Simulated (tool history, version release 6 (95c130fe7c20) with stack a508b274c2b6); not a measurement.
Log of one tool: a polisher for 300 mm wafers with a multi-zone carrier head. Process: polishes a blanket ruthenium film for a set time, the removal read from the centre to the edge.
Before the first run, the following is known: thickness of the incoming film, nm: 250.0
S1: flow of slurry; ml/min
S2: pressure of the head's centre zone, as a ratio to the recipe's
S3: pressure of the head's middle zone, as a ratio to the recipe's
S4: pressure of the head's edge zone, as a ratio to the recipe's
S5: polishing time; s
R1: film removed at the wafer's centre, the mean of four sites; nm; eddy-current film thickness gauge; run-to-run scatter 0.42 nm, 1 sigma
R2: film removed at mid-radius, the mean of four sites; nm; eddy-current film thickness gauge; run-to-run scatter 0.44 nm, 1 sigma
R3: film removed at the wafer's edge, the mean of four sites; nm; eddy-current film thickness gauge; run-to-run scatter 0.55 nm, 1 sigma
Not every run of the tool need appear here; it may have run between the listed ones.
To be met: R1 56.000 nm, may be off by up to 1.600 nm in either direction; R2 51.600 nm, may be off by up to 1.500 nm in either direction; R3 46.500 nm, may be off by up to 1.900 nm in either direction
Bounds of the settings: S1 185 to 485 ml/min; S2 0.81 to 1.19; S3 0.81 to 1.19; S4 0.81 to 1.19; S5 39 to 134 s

run	day	S1	S2	S3	S4	S5	R1	R2	R3
1	0.000	310	1.00	1.00	1.00	86	65.628	64.196	64.179
2	0.062	315	1.01	1.00	0.98	84	64.953	62.241	63.657
3	0.229	305	1.03	1.02	0.96	81	63.918	60.764	58.919
4	0.575	305	1.03	1.02	1.03	81	63.422	61.889	62.635
5	0.725	300	1.03	1.02	1.01	80	62.314	60.786	59.322
6	1.017	290	1.03	1.02	0.99	79	62.149	59.747	58.122
7	1.296	280	1.03	1.02	0.97	78	60.657	59.807	56.041
8	1.371	275	1.03	1.01	0.96	77	59.256	57.802	54.304
9	1.604	275	1.03	1.01	0.96	77	59.898	57.589	55.470
10	1.917	270	1.03	1.01	0.94	76	58.239	56.594	54.304
11	2.033	265	1.04	1.01	0.93	75	58.262	55.548	52.962
12	2.129	245	1.06	1.00	0.83	69	54.060	50.574	46.524

Consider the 4 candidate settings below. Which is the only one whose results all fall within their allowed miss of target?
A	2.225	210	1.05	1.01	0.85	69	?	?	?
B	2.225	245	1.03	1.03	0.86	69	?	?	?
C	2.225	290	1.10	1.04	0.86	67	?	?	?
D	2.225	280	1.00	1.04	0.83	69	?	?	?

move	R1	R2	R3
A	52.384	50.280	46.527
B	52.737	52.169	47.562
C	56.001	52.053	46.912
D	52.161	53.423	47.458
A: its largest miss is bigger than the last run's
B: its largest miss is bigger than the last run's
C: in spec on every target
D: its largest miss is bigger than the last run's
C is the move that brings every result within its allowed miss.
